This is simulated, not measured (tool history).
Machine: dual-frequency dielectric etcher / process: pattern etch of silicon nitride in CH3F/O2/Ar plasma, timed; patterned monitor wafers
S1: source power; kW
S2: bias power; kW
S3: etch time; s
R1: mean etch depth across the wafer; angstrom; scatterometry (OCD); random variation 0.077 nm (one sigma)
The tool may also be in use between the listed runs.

run 1 hour=0.0 | S1=0.510 S2=0.066 S3=39.0 | R1=272.17
run 2 hour=8.5 | S1=0.550 S2=0.066 S3=39.0 | R1=283.15
run 3 hour=17.5 | S1=0.510 S2=0.066 S3=39.0 | R1=273.58
run 4 hour=19.2 | S1=0.510 S2=0.066 S3=39.0 | R1=272.71
run 5 hour=28.1 | S1=0.450 S2=0.064 S3=39.0 | R1=249.32
run 6 hour=34.1 | S1=0.430 S2=0.064 S3=39.0 | R1=243.47
run 7 hour=42.1 | S1=0.410 S2=0.064 S3=39.0 | R1=236.86
run 8 hour=43.2 | S1=0.410 S2=0.064 S3=39.0 | R1=236.17

The next listed run, before its measurement:
-- hour=51.0 wet clean of the chamber
run 9 hour=51.0 | S1=0.370 S2=0.062 S3=39.0 | R1=?

R1: 211.65 angstrom
